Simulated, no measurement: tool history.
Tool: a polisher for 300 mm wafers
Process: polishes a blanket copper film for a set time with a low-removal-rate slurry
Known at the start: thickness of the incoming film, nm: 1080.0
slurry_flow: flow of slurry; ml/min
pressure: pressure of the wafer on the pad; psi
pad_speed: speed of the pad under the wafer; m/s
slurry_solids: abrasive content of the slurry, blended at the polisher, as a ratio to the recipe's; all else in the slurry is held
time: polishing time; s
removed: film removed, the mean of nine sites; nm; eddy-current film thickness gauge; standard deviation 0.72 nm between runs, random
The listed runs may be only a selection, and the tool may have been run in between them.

Run 1, hour 0.0: slurry_flow 235 ml/min, pressure 1.9 psi, pad_speed 0.86 m/s, slurry_solids 1.0, time 31 s. Result: removed 42.873 nm.
Run 2, hour 5.6: slurry_flow 235 ml/min, pressure 1.6 psi, pad_speed 0.86 m/s, slurry_solids 1.0, time 31 s. Result: removed 35.080 nm.
Run 3, hour 13.5: slurry_flow 285 ml/min, pressure 1.6 psi, pad_speed 0.86 m/s, slurry_solids 1.0, time 31 s. Result: removed 36.073 nm.
Run 4, hour 20.2: slurry_flow 285 ml/min, pressure 1.6 psi, pad_speed 0.86 m/s, slurry_solids 0.8, time 31 s. Result: removed 35.449 nm.
Run 5, hour 28.5: slurry_flow 285 ml/min, pressure 1.6 psi, pad_speed 0.78 m/s, slurry_solids 0.8, time 31 s. Result: removed 31.437 nm.
Run 6, hour 33.8: slurry_flow 230 ml/min, pressure 1.6 psi, pad_speed 0.78 m/s, slurry_solids 0.8, time 31 s. Result: removed 30.146 nm.
Run 7, hour 38.6: slurry_flow 245 ml/min, pressure 2.2 psi, pad_speed 0.82 m/s, slurry_solids 0.8, time 31 s. Result: removed 44.069 nm.

What does the tool deliver on the next run?
Run 8, hour 43.2: slurry_flow 245 ml/min, pressure 2.3 psi, pad_speed 0.82 m/s, slurry_solids 0.8, time 31 s. Result: removed ?.

{"run 8": {"removed": 46.832}}
